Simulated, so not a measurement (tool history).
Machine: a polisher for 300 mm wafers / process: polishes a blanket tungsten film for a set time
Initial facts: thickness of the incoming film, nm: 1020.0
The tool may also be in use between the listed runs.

run	hour	flow of slurry (ml/min)	pressure of the wafer on the pad (kPa)	speed of the pad under the wafer (m/s)	abrasive content of the slurry	polishing time (s)	film removed (angstrom)
1	0	245	31	1.28	1	33	2596.6
2	8.8	240	27.6	1.28	1	33	2288.9
3	15.9	240	27.6	1.28	0.85	33	2193.3
4	16.6	240	27.6	1.28	0.85	30	2009.1
5	23.1	235	26.2	1.28	0.85	30	1917.7
6	28.6	230	24.8	1.28	0.85	30	1818.7
7	35.1	230	24.8	1.28	0.85	30	1839.7
8	42.5	225	23.4	1.28	0.85	30	1707
9	46.3	215	22.8	1.28	0.85	30	1661.5
10	53.3	200	18.6	1.28	0.85	30	1352.3

What does the tool deliver on the next run?
11	60.7	210	18.6	1.28	0.85	30	?

{"run 11": {"film removed (angstrom)": 1359.2}}
